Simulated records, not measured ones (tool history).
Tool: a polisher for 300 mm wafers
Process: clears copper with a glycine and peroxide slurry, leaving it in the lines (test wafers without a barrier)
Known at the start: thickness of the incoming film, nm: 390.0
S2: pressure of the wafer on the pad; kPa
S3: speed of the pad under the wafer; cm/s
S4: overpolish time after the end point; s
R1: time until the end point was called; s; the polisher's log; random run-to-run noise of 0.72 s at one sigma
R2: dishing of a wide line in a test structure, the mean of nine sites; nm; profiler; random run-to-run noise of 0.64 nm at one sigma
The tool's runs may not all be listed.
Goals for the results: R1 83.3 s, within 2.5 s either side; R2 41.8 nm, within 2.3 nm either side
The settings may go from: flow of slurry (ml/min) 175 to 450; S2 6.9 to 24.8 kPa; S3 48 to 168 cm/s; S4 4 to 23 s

{"run": 1, "hour": 0.0, "flow of slurry (ml/min)": 290, "S2": 15.9, "S3": 108, "S4": 12, "R1": 64.343, "R2": 44.001}
{"run": 2, "hour": 3.3, "flow of slurry (ml/min)": 290, "S2": 20, "S3": 108, "S4": 12, "R1": 56.371, "R2": 47.225}
{"run": 3, "hour": 11.1, "flow of slurry (ml/min)": 290, "S2": 18.6, "S3": 108, "S4": 12, "R1": 58.711, "R2": 45.777}
{"run": 4, "hour": 14.6, "flow of slurry (ml/min)": 290, "S2": 18.6, "S3": 108, "S4": 16, "R1": 59.618, "R2": 57.06}
{"run": 5, "hour": 19.9, "flow of slurry (ml/min)": 290, "S2": 17.2, "S3": 108, "S4": 16, "R1": 61.916, "R2": 55.091}
{"run": 6, "hour": 28.0, "flow of slurry (ml/min)": 290, "S2": 15.9, "S3": 108, "S4": 16, "R1": 63.503, "R2": 52.063}
{"run": 7, "hour": 31.2, "flow of slurry (ml/min)": 290, "S2": 14.5, "S3": 108, "S4": 16, "R1": 67.139, "R2": 51.502}
{"run": 8, "hour": 35.5, "flow of slurry (ml/min)": 290, "S2": 13.1, "S3": 108, "S4": 16, "R1": 69.889, "R2": 49.221}

Which one of the following 5 next-run settings gets every result inside its allowed miss? There is exactly one.
{"run": "A", "hour": 39.8, "flow of slurry (ml/min)": 270, "S2": 14.5, "S3": 74, "S4": 23, "R1": "?", "R2": "?"}
{"run": "B", "hour": 39.8, "flow of slurry (ml/min)": 295, "S2": 15.9, "S3": 102, "S4": 23, "R1": "?", "R2": "?"}
{"run": "C", "hour": 39.8, "flow of slurry (ml/min)": 240, "S2": 11.7, "S3": 96, "S4": 15, "R1": "?", "R2": "?"}
{"run": "D", "hour": 39.8, "flow of slurry (ml/min)": 355, "S2": 10.3, "S3": 104, "S4": 22, "R1": "?", "R2": "?"}
{"run": "E", "hour": 39.8, "flow of slurry (ml/min)": 325, "S2": 14.5, "S3": 108, "S4": 11, "R1": "?", "R2": "?"}

move=A R1=90.763 R2=54.455
move=B R1=67.304 R2=65.069
move=C R1=83.315 R2=41.643
move=D R1=79.576 R2=55.76
move=E R1=66.754 R2=39.003
A: moves the result that the last run missed by most past its target, out the other side
B: moves away from the targets compared with the last run
C: meets every target
D: moves away from the targets compared with the last run
E: moves away from the targets compared with the last run
Go with C: it meets all targets.
